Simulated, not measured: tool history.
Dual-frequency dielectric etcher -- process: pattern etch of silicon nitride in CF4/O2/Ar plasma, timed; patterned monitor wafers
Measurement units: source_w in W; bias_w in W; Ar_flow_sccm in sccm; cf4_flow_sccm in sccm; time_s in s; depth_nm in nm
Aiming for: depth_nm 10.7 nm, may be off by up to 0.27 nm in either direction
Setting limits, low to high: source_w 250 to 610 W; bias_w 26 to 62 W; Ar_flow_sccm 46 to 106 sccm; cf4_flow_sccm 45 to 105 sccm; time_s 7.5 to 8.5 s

run,day,source_w,bias_w,Ar_flow_sccm,cf4_flow_sccm,time_s,depth_nm
1,0,430,44,76,75,8.5,13.175
2,0.083,430,44,76,64,8.5,12.936
3,0.117,410,44,76,64,8.5,12.299
4,0.271,450,44,76,64,8.5,13.485
5,0.508,420,44,76,64,8.5,12.629
6,0.708,420,44,82,64,8.5,12.504
7,0.833,410,44,82,64,8.5,12.117
8,1.058,410,44,82,64,8.5,12.189
9,1.358,400,44,82,64,8.5,11.91
10,1.521,390,44,82,64,8.5,11.489
11,1.7,390,44,82,64,8.5,11.464
12,1.8,380,44,82,64,8.5,11.331
13,1.871,370,44,82,64,8.5,10.975

Which single option among these 5 for the next run brings every result within its allowed miss of target? Just one does.
A,1.942,370,46,78,65,8,?
B,1.942,390,44,87,60,8.5,?
C,1.942,410,46,80,98,7.5,?
D,1.942,400,37,80,65,8.5,?
E,1.942,370,42,78,65,8,?

move,depth_nm
A,10.577
B,11.322
C,11.497
D,11.27
E,10.27
A: all results in spec
B: lands further from the targets than the last run did
C: lands further from the targets than the last run did
D: lands further from the targets than the last run did
E: the result that was furthest off in the last run now lies on the other side of its target
Answer: A

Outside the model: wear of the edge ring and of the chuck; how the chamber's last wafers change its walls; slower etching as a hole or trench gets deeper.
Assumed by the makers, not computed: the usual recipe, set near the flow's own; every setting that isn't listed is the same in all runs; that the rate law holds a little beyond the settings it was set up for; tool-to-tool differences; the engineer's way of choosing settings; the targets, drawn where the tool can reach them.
